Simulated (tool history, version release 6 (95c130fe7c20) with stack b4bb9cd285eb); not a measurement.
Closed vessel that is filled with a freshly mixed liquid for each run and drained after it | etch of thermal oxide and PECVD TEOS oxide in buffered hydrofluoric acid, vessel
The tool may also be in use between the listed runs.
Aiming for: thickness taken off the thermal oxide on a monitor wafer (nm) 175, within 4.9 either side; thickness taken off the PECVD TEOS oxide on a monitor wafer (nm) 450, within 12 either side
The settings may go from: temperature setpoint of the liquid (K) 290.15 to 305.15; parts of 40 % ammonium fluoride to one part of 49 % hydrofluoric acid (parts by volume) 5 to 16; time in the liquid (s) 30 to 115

run	hour	temperature setpoint of the liquid (K)	parts of 40 % ammonium fluoride to one part of 49 % hydrofluoric acid (parts by volume)	time in the liquid (s)	thickness taken off the thermal oxide on a monitor wafer (nm)	thickness taken off the PECVD TEOS oxide on a monitor wafer (nm)
1	0	298.15	9.5	60	69.61	178.57
2	2.4	299.65	8.5	60	82.675	210.29
3	6.2	299.65	11	60	66.467	171.78
4	13.8	302.65	11	60	78.537	200.56
5	20	305.15	11	60	89.533	228.38
6	23.7	305.15	11	35	51.655	133.2
# hour 24.8: thermometer replaced
7	24.8	305.15	10	40	69.759	179.76
8	32.7	305.15	9	45	83.438	214.54
9	36.1	305.15	8	50	104.65	270.56
10	38.1	305.15	5	60	195.16	495.65
11	42.9	304.65	5	60	190.02	486.62
12	50	304.15	5	60	184.41	476.55
13	55.8	303.65	5	60	180.69	462.72

Consider the 4 candidate settings below. Which is the only one whose results all fall within their allowed miss of target?
A	61.6	302.15	9.5	105	?	?
B	61.6	301.15	5	70	?	?
C	61.6	302.15	6	70	?	?
D	61.6	304.65	7.5	80	?	?

move	thickness taken off the thermal oxide on a monitor wafer (nm)	thickness taken off the PECVD TEOS oxide on a monitor wafer (nm)
A	160.56	416.32
B	183.71	476.35
C	166.03	430.51
D	175.68	455.53
A: moves the result that the last run missed by most past its target, out the other side
B: its largest miss is bigger than the last run's
C: moves the result that the last run missed by most past its target, out the other side
D: all results in spec
The move that meets every target is D.
